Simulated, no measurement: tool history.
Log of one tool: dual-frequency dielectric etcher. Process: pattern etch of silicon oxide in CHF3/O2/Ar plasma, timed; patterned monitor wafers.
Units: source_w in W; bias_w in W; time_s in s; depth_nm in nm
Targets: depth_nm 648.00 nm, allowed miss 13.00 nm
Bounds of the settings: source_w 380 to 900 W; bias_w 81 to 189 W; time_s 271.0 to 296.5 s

| run | hour | source_w | bias_w | time_s | depth_nm |
|---|---|---|---|---|---|
| 1 | 0.0 | 640 | 135 | 296.5 | 569.38 |
| 2 | 2.8 | 640 | 135 | 271.0 | 519.78 |
| 3 | 4.1 | 700 | 144 | 273.0 | 563.57 |
| 4 | 7.9 | 700 | 162 | 273.0 | 584.71 |
| 5 | 11.2 | 740 | 164 | 273.5 | 603.76 |
| 6 | 19.6 | 740 | 146 | 273.5 | 583.09 |
| 7 | 24.8 | 780 | 148 | 274.0 | 601.48 |
| 8 | 28.5 | 810 | 149 | 274.0 | 613.29 |

4 next moves are on the table. One of them brings every result within its allowed miss. Which?
| A | 32.2 | 780 | 159 | 289.5 | ? |
| B | 32.2 | 830 | 119 | 281.0 | ? |
| C | 32.2 | 780 | 148 | 278.5 | ? |
| D | 32.2 | 740 | 161 | 275.0 | ? |

| move | depth_nm |
|---|---|
| A | 649.82 |
| B | 594.16 |
| C | 610.94 |
| D | 603.92 |
A: meets every target
B: further off than the last run
C: further off than the last run
D: further off than the last run
Move A is the one to make.

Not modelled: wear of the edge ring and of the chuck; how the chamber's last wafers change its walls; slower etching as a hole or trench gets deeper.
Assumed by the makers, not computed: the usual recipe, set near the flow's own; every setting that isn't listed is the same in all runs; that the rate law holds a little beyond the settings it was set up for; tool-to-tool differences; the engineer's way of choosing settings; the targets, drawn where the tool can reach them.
